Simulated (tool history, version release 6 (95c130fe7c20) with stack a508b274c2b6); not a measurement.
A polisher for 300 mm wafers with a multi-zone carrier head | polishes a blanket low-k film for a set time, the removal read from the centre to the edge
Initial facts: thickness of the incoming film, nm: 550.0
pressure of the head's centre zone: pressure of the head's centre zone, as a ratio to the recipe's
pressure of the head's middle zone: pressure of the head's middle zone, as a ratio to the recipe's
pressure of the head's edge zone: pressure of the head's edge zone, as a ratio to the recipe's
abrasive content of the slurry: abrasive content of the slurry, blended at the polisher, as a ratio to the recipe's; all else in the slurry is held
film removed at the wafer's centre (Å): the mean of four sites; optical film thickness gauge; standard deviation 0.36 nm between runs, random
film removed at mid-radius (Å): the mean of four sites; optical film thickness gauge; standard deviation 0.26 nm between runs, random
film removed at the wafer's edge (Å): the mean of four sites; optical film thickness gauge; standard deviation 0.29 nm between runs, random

run  hour  flow of slurry (ml/min)  pressure of the head's centre zone  pressure of the head's middle zone  pressure of the head's edge zone  abrasive content of the slurry  polishing time (s)  film removed at the wafer's centre (Å)  film removed at mid-radius (Å)  film removed at the wafer's edge (Å)
  1   0.0                      210                                1.00                                1.00                              1.00                            1.00                  56                                  290.76                          292.58                                285.31
  2   2.3                      225                                0.98                                1.04                              1.05                            1.05                  56                                  299.49                          311.82                                309.29
  3  10.0                      240                                0.96                                1.07                              1.05                            1.05                  56                                  301.46                          317.74                                307.95
  4  11.5                      260                                0.96                                1.07                              1.05                            1.05                  56                                  298.88                          326.09                                315.33
  5  12.7                      275                                0.94                                1.09                              1.05                            1.05                  56                                  295.71                          325.79                                315.50
  6  18.6                      275                                0.94                                1.09                              1.05                            0.95                  56                                  273.99                          305.13                                288.80
  7  21.0                      280                                0.93                                1.12                              1.07                            1.00                  56                                  287.75                          324.95                                310.95
  8  27.0                      285                                0.92                                1.14                              1.07                            1.00                  56                                  275.97                          326.09                                305.33
  9  33.5                      290                                0.92                                1.15                              1.08                            1.00                  56                                  275.93                          333.88                                304.84
 10  36.9                      295                                0.93                                1.15                              1.10                            1.00                  56                                  292.54                          332.07                                311.95

The next listed run, before its measurement:
 11  38.5                      295                                0.92                                1.16                              1.11                            1.00                  56                                       ?                               ?                                     ?

{"run 11": {"film removed at the wafer's centre (Å)": 277.22, "film removed at mid-radius (Å)": 331.78, "film removed at the wafer's edge (Å)": 312.89}}

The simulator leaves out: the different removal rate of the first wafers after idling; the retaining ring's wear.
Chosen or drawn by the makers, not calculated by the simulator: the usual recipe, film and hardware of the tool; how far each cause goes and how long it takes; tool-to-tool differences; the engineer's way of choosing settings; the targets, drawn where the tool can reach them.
